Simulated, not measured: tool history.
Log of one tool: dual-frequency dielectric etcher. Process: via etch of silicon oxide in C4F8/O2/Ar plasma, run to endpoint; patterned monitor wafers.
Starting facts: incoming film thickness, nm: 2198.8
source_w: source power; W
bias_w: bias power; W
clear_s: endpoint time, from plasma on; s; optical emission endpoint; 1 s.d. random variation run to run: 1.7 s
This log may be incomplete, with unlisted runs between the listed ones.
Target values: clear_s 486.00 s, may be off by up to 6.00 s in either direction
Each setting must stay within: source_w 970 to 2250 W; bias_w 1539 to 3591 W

run  hour  source_w  bias_w  clear_s
  1   0.0      1610    2565   429.70
  2   2.9      1330    2565   474.28
  3   8.0      1310    2563   478.05
  4  10.4      1310    2132   514.92
  5  12.6      1360    2136   505.90
  6  15.7      1360    1867   533.80
  7  21.7      1450    1874   517.02
  8  30.1      1450    1874   513.32
  9  35.8      1500    1877   507.05
 10  41.3      1540    1880   498.45
 11  49.9      1560    1882   498.55

Which of these 5 next moves meets every target?
  A  58.5      1510    2048        ?
  B  58.5      1290    2296        ?
  C  58.5      1710    1903        ?
  D  58.5      1510    1907        ?
  E  58.5      2060    1539        ?

move  clear_s
   A   487.29
   B   503.47
   C   472.29
   D   502.20
   E   471.71
A: all results in spec
B: its largest miss is bigger than the last run's
C: pushes the last run's worst result past its target
D: its largest miss is bigger than the last run's
E: pushes the last run's worst result past its target
So the answer is move A, the one that meets all the targets.

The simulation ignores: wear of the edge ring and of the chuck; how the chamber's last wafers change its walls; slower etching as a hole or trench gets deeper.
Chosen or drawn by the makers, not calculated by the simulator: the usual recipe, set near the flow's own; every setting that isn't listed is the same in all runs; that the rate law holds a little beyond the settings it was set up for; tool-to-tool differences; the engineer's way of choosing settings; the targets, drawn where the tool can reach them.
